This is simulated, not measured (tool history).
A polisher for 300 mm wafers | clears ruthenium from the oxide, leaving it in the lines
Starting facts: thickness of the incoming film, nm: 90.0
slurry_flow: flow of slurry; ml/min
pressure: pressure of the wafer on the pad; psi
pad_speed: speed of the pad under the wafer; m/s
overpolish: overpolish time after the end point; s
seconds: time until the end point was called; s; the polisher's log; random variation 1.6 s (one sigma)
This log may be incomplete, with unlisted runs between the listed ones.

run,hour,slurry_flow,pressure,pad_speed,overpolish,seconds
1,0,135,1.3,0.8,8,158.84
2,5.5,135,1.5,0.82,8,137.22
3,10.2,135,1.5,0.98,8,116.63
4,11.5,135,1.5,0.98,6,117.12
5,15,135,1.5,0.98,6,115.93
6,20.1,135,1.7,0.98,6,100.25

Forecast run 7:
7,24.1,135,1.7,0.98,6,?

Run 7 yielded seconds 102.23 s.
